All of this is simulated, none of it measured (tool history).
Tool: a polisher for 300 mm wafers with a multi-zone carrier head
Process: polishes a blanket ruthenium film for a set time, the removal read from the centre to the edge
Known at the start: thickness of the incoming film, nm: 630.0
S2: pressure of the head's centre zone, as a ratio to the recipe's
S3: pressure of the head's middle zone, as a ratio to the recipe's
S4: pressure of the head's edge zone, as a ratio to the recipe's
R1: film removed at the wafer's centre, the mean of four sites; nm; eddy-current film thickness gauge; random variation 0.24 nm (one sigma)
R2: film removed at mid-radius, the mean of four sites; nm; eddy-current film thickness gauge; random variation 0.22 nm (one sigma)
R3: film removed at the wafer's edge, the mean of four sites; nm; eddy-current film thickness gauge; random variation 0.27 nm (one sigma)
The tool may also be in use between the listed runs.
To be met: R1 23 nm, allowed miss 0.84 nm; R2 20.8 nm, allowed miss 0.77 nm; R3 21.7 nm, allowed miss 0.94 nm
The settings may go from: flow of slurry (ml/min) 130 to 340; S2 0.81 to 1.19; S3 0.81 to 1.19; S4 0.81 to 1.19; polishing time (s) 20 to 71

{"run": 1, "day": 0.0, "flow of slurry (ml/min)": 220, "S2": 1, "S3": 1, "S4": 1, "polishing time (s)": 45, "R1": 37.178, "R2": 37.571, "R3": 36.765}
{"run": 2, "day": 0.046, "flow of slurry (ml/min)": 220, "S2": 1.04, "S3": 1, "S4": 1, "polishing time (s)": 45, "R1": 38.33, "R2": 38.042, "R3": 36.575}
{"run": 3, "day": 0.162, "flow of slurry (ml/min)": 215, "S2": 1.03, "S3": 0.96, "S4": 0.97, "polishing time (s)": 39, "R1": 33.047, "R2": 31.759, "R3": 32.044}
{"run": 4, "day": 0.242, "flow of slurry (ml/min)": 215, "S2": 1.03, "S3": 0.96, "S4": 0.97, "polishing time (s)": 49, "R1": 42.134, "R2": 39.509, "R3": 39.919}
{"run": 5, "day": 0.462, "flow of slurry (ml/min)": 215, "S2": 1.03, "S3": 0.92, "S4": 0.97, "polishing time (s)": 49, "R1": 41.794, "R2": 39.375, "R3": 39.767}
{"run": 6, "day": 0.496, "flow of slurry (ml/min)": 215, "S2": 1.03, "S3": 0.92, "S4": 1.04, "polishing time (s)": 49, "R1": 42.579, "R2": 38.954, "R3": 42.118}
{"run": 7, "day": 0.583, "flow of slurry (ml/min)": 185, "S2": 1.01, "S3": 0.82, "S4": 0.94, "polishing time (s)": 36, "R1": 29.209, "R2": 24.906, "R3": 28.559}
{"run": 8, "day": 0.812, "flow of slurry (ml/min)": 185, "S2": 1, "S3": 0.83, "S4": 0.9, "polishing time (s)": 33, "R1": 26.551, "R2": 23.321, "R3": 25.436}
{"run": 9, "day": 0.917, "flow of slurry (ml/min)": 180, "S2": 0.99, "S3": 0.82, "S4": 0.87, "polishing time (s)": 32, "R1": 25.294, "R2": 21.953, "R3": 24.184}
{"run": 10, "day": 1.092, "flow of slurry (ml/min)": 175, "S2": 0.98, "S3": 0.83, "S4": 0.85, "polishing time (s)": 31, "R1": 24.319, "R2": 21.803, "R3": 23.567}

Which of these 4 next moves meets every target?
{"run": "A", "day": 1.267, "flow of slurry (ml/min)": 150, "S2": 0.93, "S3": 0.9, "S4": 0.91, "polishing time (s)": 29, "R1": "?", "R2": "?", "R3": "?"}
{"run": "B", "day": 1.267, "flow of slurry (ml/min)": 205, "S2": 0.97, "S3": 0.84, "S4": 0.82, "polishing time (s)": 29, "R1": "?", "R2": "?", "R3": "?"}
{"run": "C", "day": 1.267, "flow of slurry (ml/min)": 150, "S2": 1.02, "S3": 0.87, "S4": 0.81, "polishing time (s)": 33, "R1": "?", "R2": "?", "R3": "?"}
{"run": "D", "day": 1.267, "flow of slurry (ml/min)": 175, "S2": 1.04, "S3": 0.81, "S4": 0.91, "polishing time (s)": 28, "R1": "?", "R2": "?", "R3": "?"}

move=A R1=20.748 R2=21.019 R3=21.77
move=B R1=23.009 R2=21.074 R3=21.71
move=C R1=25.61 R2=23.25 R3=23.522
move=D R1=22.914 R2=19.21 R3=21.539
A: brings the result that was furthest off to its target, and leaves another outside
B: meets every target
C: further off than the last run
D: brings the result that was furthest off to its target, and leaves another outside
Move B is the one to make.
